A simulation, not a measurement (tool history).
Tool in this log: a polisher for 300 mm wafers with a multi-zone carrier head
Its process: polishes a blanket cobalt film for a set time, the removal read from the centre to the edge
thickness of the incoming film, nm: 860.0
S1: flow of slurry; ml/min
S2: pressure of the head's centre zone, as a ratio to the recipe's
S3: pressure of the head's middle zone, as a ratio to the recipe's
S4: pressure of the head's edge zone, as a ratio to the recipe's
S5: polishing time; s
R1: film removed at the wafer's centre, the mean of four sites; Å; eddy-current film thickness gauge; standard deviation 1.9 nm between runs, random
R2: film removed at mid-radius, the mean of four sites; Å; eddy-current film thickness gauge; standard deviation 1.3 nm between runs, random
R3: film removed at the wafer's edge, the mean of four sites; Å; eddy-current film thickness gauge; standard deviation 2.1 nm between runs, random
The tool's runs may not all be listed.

run  hour   S1    S2    S3    S4  S5      R1      R2      R3
  1     0  165     1     1     1  67  2881.6  2748.1  2956.1
  2   2.2  160  0.98  1.01     1  63    2600  2613.9  2757.4
  3   8.8  160  0.98  1.01  1.08  63  2579.1    2630  2870.8
  4  15.2  155  0.96  1.01  1.07  60  2429.6    2481  2660.8
  5    21  190  0.96  1.01  1.07  60  2491.3  2571.6  2765.2
  6  23.1  155  0.96  1.01  1.07  60  2476.6  2507.8  2707.6
  7  26.3  155  0.94  1.02  1.09  56  2234.8  2387.3  2539.4
  8    28  155  0.92  1.02  1.09  53  2034.8  2219.7  2383.6
  9  28.7  150  0.91  1.03  1.08  51    1952  2158.3  2283.1
 10  33.7  105  0.81   1.1  1.05  35  1088.1    1456  1494.7
 11  35.3  105  0.81   1.1  1.05  35  1097.5  1444.1  1475.5

For run 12, what comes out?
 12  37.8  105  0.81  1.1  1.05  35   ?   ?   ?

{"run 12": {"R1": 1118.7, "R2": 1449.1, "R3": 1448.5}}
